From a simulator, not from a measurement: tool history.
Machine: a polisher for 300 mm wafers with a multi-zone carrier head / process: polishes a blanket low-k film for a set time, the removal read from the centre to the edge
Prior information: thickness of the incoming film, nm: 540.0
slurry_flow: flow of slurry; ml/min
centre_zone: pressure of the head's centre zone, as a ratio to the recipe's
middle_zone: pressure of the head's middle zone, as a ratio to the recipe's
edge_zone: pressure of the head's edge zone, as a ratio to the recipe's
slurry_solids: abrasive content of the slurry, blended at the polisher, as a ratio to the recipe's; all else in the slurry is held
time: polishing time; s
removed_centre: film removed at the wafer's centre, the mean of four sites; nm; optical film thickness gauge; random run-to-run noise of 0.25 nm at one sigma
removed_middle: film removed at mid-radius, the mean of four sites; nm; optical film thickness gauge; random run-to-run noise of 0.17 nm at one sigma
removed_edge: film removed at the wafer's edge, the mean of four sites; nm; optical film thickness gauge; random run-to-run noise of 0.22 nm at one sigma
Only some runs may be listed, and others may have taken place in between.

| run | day | slurry_flow | centre_zone | middle_zone | edge_zone | slurry_solids | time | removed_centre | removed_middle | removed_edge |
|---|---|---|---|---|---|---|---|---|---|---|
| 1 | 0 | 150 | 1 | 1 | 1 | 1 | 35 | 14.866 | 14.76 | 15.714 |
| 2 | 0.325 | 155 | 1.01 | 1.01 | 1.01 | 1.05 | 35 | 15.379 | 15.34 | 16.418 |
| 3 | 0.667 | 155 | 1.01 | 1.01 | 1.01 | 1.15 | 35 | 16.177 | 16.239 | 16.869 |
| 4 | 0.875 | 155 | 1.01 | 1.01 | 1.01 | 0.95 | 35 | 14.569 | 14.492 | 15.234 |
| 5 | 1.138 | 155 | 1.01 | 1.02 | 1.02 | 1 | 35 | 15.074 | 15.067 | 15.62 |
| 6 | 1.358 | 155 | 1.07 | 1.02 | 1.02 | 1 | 35 | 16.091 | 14.952 | 15.757 |
| 7 | 1.692 | 160 | 1.07 | 1.03 | 1.03 | 1.05 | 35 | 16.273 | 15.631 | 16.346 |
| 8 | 1.988 | 165 | 1.07 | 1.04 | 1.04 | 1.1 | 35 | 17.523 | 16.198 | 16.75 |
| 9 | 2.092 | 165 | 1.06 | 1.04 | 1.05 | 1.15 | 35 | 17.559 | 16.541 | 17.175 |
| 10 | 2.325 | 165 | 1.05 | 1.04 | 1.06 | 1.2 | 35 | 17.24 | 17.166 | 17.619 |
| 11 | 2.496 | 165 | 1.05 | 1.04 | 1.07 | 1.25 | 35 | 17.643 | 17.026 | 18.162 |
| 12 | 2.592 | 170 | 1.05 | 1.05 | 1.08 | 1.3 | 35 | 18.147 | 17.483 | 18.33 |
| 13 | 2.854 | 170 | 1.05 | 1.06 | 1.08 | 1.3 | 35 | 18.027 | 17.763 | 18.331 |
| 14 | 3.004 | 170 | 1.05 | 1.07 | 1.09 | 1.3 | 35 | 18.188 | 17.997 | 18.622 |
| 15 | 3.171 | 170 | 1.05 | 1.08 | 1.1 | 1.3 | 35 | 18.749 | 18.079 | 18.453 |
| 16 | 3.346 | 170 | 1.04 | 1.08 | 1.1 | 1.3 | 35 | 18.051 | 17.812 | 18.902 |
|  | 3.546 | slurry nozzle cleaned |
| 17 | 3.546 | 175 | 1.04 | 1.09 | 1.1 | 1.3 | 35 | 19.261 | 19.312 | 19.612 |
| 18 | 3.729 | 180 | 1.04 | 1.09 | 1.1 | 1.3 | 35 | 19.142 | 19.664 | 19.536 |
| 19 | 3.808 | 215 | 1.04 | 1.1 | 1.19 | 1.35 | 35 | 20.685 | 20.359 | 20.727 |

Forecast run 20:
| 20 | 4.158 | 215 | 1.03 | 1.1 | 1.19 | 1.35 | 35 | ? | ? | ? |

removed_centre: 19.855 nm
removed_middle: 20.279 nm
removed_edge: 20.913 nm

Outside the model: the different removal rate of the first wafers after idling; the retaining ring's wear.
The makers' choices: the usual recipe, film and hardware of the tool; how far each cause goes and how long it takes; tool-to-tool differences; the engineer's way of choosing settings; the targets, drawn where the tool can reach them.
